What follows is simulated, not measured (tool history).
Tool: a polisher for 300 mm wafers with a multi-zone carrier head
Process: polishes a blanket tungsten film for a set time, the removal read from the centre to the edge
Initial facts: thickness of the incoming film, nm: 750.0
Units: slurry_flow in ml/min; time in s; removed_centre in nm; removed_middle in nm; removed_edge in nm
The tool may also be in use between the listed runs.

| run | hour | slurry_flow | centre_zone | middle_zone | edge_zone | slurry_solids | time | removed_centre | removed_middle | removed_edge |
|---|---|---|---|---|---|---|---|---|---|---|
| 1 | 0.0 | 310 | 1.00 | 1.00 | 1.00 | 1.00 | 64 | 247.33 | 242.86 | 246.76 |
| 2 | 4.0 | 300 | 0.95 | 0.95 | 0.98 | 0.85 | 63 | 223.33 | 220.38 | 234.88 |
| 3 | 11.1 | 300 | 0.95 | 0.95 | 0.98 | 0.95 | 63 | 224.56 | 227.24 | 235.18 |
| 4 | 12.7 | 300 | 0.95 | 0.95 | 0.98 | 0.95 | 79 | 288.12 | 284.72 | 295.48 |
| 5 | 16.3 | 290 | 0.91 | 0.91 | 0.95 | 0.80 | 74 | 247.26 | 245.32 | 262.81 |
| 6 | 20.7 | 280 | 0.88 | 0.89 | 0.93 | 0.70 | 71 | 223.71 | 223.88 | 249.27 |
| 7 | 23.5 | 280 | 0.87 | 0.88 | 0.90 | 0.65 | 68 | 204.15 | 210.03 | 229.70 |

Expected results for the next run?
| 8 | 28.4 | 275 | 0.86 | 0.86 | 0.88 | 0.60 | 67 | ? | ? | ? |

Logged for run 8: removed_centre 199.19 nm, removed_middle 201.52 nm, removed_edge 218.28 nm.
